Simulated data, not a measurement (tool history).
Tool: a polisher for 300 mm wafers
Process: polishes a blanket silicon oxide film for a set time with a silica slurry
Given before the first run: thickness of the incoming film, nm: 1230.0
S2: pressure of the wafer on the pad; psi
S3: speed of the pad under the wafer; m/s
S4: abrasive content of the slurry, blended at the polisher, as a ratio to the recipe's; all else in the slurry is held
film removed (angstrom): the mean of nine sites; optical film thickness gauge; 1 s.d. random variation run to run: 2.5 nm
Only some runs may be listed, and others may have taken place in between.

run 1 hour=0 | flow_of_slurry_(ml/min)=290 S2=3.3 S3=1.26 S4=1 polishing_time_(s)=42 | film_removed_(angstrom)=1373.7
run 2 hour=3.5 | flow_of_slurry_(ml/min)=290 S2=3.5 S3=1.26 S4=1 polishing_time_(s)=42 | film_removed_(angstrom)=1493.9
run 3 hour=7.1 | flow_of_slurry_(ml/min)=290 S2=3.5 S3=1.12 S4=1 polishing_time_(s)=42 | film_removed_(angstrom)=1341.7
run 4 hour=14.9 | flow_of_slurry_(ml/min)=290 S2=3.7 S3=1.12 S4=1 polishing_time_(s)=42 | film_removed_(angstrom)=1396.6
run 5 hour=21.5 | flow_of_slurry_(ml/min)=290 S2=3.9 S3=1.12 S4=1 polishing_time_(s)=42 | film_removed_(angstrom)=1479.7
run 6 hour=29.5 | flow_of_slurry_(ml/min)=290 S2=3.9 S3=1.12 S4=1 polishing_time_(s)=38 | film_removed_(angstrom)=1340.9
run 7 hour=30.4 | flow_of_slurry_(ml/min)=290 S2=4.1 S3=1.14 S4=1 polishing_time_(s)=38 | film_removed_(angstrom)=1436.9
run 8 hour=35.4 | flow_of_slurry_(ml/min)=290 S2=5.1 S3=1.18 S4=1 polishing_time_(s)=38 | film_removed_(angstrom)=1832.1

What will run 9 give?
run 9 hour=44.1 | flow_of_slurry_(ml/min)=290 S2=5.1 S3=1.2 S4=1 polishing_time_(s)=38 | film_removed_(angstrom)=?

{"run 9": {"film removed (angstrom)": 1835.3}}
